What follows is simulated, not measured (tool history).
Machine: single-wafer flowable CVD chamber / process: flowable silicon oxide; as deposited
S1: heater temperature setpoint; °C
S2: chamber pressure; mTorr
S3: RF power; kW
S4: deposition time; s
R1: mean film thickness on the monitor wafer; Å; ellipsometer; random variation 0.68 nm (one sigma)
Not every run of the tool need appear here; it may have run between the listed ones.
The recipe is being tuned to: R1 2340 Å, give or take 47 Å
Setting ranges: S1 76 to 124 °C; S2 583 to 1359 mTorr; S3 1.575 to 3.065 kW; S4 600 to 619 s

run	hour	S1	S2	S3	S4	R1
1	0	100	971	2.32	600	4841
2	5.4	94	971	2.32	600	5953.7
3	6.7	94	971	2.47	600	6040.4
4	10.3	102	970	2.47	600	4602.8
5	13.7	102	858	2.47	600	4096
6	19.1	107	857	2.47	600	3429.8
7	23.6	110	856	2.47	600	3072.3
8	26.7	112	856	2.47	600	2901
9	33.9	114	856	2.47	600	2711.7
10	36	115	856	2.47	600	2631.1
11	40.6	116	856	2.47	600	2540.7
12	45.2	117	856	2.47	600	2458.6
13	50.5	118	856	2.47	600	2411.5

Which one of the following 4 next-run settings gets every result inside its allowed miss? There is exactly one.
A	55.8	120	901	2.585	615	?
B	55.8	110	690	2.155	600	?
C	55.8	116	810	2.655	600	?
D	55.8	118	830	2.705	600	?

move	R1
A	2433.6
B	2426
C	2437.8
D	2347.7
A: moves away from the targets compared with the last run
B: moves away from the targets compared with the last run
C: moves away from the targets compared with the last run
D: each result inside its tolerance
Answer: D

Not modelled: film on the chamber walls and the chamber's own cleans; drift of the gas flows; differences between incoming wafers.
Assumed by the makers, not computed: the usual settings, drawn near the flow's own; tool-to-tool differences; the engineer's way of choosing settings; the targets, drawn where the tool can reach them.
